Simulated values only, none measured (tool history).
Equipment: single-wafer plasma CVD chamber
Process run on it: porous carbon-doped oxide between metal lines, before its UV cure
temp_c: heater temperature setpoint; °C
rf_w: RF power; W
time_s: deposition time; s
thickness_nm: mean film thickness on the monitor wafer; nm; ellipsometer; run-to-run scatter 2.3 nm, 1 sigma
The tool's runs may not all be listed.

| run | day | temp_c | rf_w | time_s | thickness_nm |
|---|---|---|---|---|---|
| 1 | 0.000 | 315 | 625 | 52.8 | 330.80 |
| 2 | 0.025 | 312 | 655 | 53.0 | 353.37 |
| 3 | 0.133 | 312 | 710 | 53.0 | 371.47 |
| 4 | 0.412 | 309 | 720 | 53.1 | 382.29 |
| 5 | 0.783 | 307 | 730 | 53.2 | 396.39 |
| 6 | 1.017 | 305 | 735 | 53.2 | 403.39 |
| 7 | 1.050 | 304 | 740 | 53.2 | 406.43 |
| 8 | 1.183 | 303 | 745 | 53.2 | 409.69 |
| 9 | 1.271 | 302 | 750 | 53.2 | 414.35 |

What will run 10 give?
| 10 | 1.467 | 301 | 750 | 53.2 | ? |

For run 10 the tool returned thickness_nm 419.48 nm.
